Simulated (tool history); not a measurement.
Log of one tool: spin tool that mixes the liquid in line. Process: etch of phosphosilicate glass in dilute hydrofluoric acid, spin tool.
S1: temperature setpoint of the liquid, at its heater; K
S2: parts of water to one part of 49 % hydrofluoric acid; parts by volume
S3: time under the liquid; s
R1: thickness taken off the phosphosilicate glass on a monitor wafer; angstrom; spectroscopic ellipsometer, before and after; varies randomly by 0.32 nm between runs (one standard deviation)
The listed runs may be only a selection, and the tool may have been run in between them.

Run 1, hour 0.0: S1 293.15 K, S2 175 parts by volume, S3 195 s. Result: R1 395.75 angstrom.
Run 2, hour 3.8: S1 292.65 K, S2 175 parts by volume, S3 195 s. Result: R1 388.55 angstrom.
Run 3, hour 12.5: S1 292.65 K, S2 135 parts by volume, S3 195 s. Result: R1 523.48 angstrom.
Run 4, hour 20.6: S1 292.15 K, S2 145 parts by volume, S3 195 s. Result: R1 485.00 angstrom.
Run 5, hour 22.0: S1 295.65 K, S2 145 parts by volume, S3 195 s. Result: R1 546.28 angstrom.
Run 6, hour 30.2: S1 294.15 K, S2 155 parts by volume, S3 195 s. Result: R1 485.10 angstrom.

What does the tool deliver on the next run?
Run 7, hour 33.3: S1 293.15 K, S2 160 parts by volume, S3 195 s. Result: R1 ?.

R1: 447.76 angstrom
